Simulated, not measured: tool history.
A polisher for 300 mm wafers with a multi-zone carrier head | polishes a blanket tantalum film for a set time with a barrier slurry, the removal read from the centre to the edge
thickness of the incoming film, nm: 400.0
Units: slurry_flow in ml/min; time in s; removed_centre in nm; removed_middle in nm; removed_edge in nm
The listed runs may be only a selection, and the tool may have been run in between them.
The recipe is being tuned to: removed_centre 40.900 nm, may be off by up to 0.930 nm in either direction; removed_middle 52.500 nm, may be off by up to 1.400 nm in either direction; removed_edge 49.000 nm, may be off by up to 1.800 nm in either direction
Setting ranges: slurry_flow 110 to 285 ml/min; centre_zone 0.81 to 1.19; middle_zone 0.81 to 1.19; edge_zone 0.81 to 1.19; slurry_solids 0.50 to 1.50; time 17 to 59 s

run	hour	slurry_flow	centre_zone	middle_zone	edge_zone	slurry_solids	time	removed_centre	removed_middle	removed_edge
1	0.0	180	1.00	1.00	1.00	1.00	38	57.961	56.678	53.823
2	7.2	180	1.00	1.00	1.00	0.90	38	54.787	53.518	51.438
3	15.1	180	1.00	1.00	1.00	0.90	46	66.783	64.369	61.374
4	23.4	180	1.00	1.00	1.05	0.90	46	66.280	65.073	64.289
5	32.0	180	1.00	1.00	1.05	0.90	37	53.873	51.678	51.919
6	39.8	180	1.00	1.00	1.02	0.90	37	53.355	52.250	51.389
7	40.3	160	0.94	1.02	1.02	0.90	37	48.952	51.551	50.432
8	45.8	145	0.90	1.05	1.02	0.90	37	46.098	51.772	49.097
9	48.5	135	0.87	1.07	1.03	0.90	37	43.350	51.410	48.845
10	50.2	130	0.86	1.09	1.04	0.90	37	42.313	52.137	49.004

Which of these 4 next moves meets every target?
A	51.9	110	0.91	1.09	1.05	1.00	36	?	?	?
B	51.9	110	0.86	1.06	1.02	0.95	39	?	?	?
C	51.9	150	0.91	1.07	1.03	0.80	39	?	?	?
D	51.9	140	0.82	1.09	1.06	1.05	34	?	?	?

move	removed_centre	removed_middle	removed_edge
A	43.362	50.447	47.944
B	43.363	52.202	50.070
C	45.960	52.064	48.571
D	40.571	51.969	48.603
A: the biggest miss grows against the last run
B: the biggest miss grows against the last run
C: the biggest miss grows against the last run
D: meets every target
So the answer is move D, the one that meets all the targets.

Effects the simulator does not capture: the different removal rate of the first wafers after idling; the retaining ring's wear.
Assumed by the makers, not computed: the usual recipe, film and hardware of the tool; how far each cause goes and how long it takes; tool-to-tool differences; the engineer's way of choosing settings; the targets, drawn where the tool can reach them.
